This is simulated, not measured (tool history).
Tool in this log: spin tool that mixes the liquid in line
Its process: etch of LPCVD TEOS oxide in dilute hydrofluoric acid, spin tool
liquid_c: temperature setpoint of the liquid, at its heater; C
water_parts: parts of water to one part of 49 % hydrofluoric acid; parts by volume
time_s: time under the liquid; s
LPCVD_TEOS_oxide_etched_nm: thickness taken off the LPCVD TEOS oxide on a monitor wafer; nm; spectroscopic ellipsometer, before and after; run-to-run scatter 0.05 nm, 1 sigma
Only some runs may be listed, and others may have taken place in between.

run,hour,liquid_c,water_parts,time_s,LPCVD_TEOS_oxide_etched_nm
1,0,21,80,40,7.1262
2,3.3,21,80,35,6.2184
3,9.1,21,55,35,9.428
4,17.6,21,30,35,17.712
5,21,20,35,35,14.418
6,23.1,20,20,35,25.595

What does the tool deliver on the next run?
7,29.3,21.5,30,35,?

{"run 7": {"LPCVD_TEOS_oxide_etched_nm": 18.124}}

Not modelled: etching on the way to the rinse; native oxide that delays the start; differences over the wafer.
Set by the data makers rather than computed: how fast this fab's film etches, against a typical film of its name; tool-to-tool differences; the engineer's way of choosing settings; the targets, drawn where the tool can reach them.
